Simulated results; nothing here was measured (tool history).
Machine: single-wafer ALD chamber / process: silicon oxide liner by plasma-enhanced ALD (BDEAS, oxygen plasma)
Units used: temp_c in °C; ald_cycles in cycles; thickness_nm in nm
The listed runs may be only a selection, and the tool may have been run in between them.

| run | hour | temp_c | ald_cycles | thickness_nm |
|---|---|---|---|---|
| 1 | 0.0 | 315 | 51 | 4.9617 |
| 2 | 7.8 | 315 | 46 | 4.4834 |
| 3 | 11.0 | 315 | 53 | 5.1354 |
| 4 | 18.8 | 310 | 53 | 5.1460 |
| 5 | 19.3 | 310 | 46 | 4.4982 |
| 6 | 22.8 | 310 | 47 | 4.5727 |

Expected results for the next run?
| 7 | 27.4 | 310 | 48 | ? |

{"run 7": {"thickness_nm": 4.6968}}
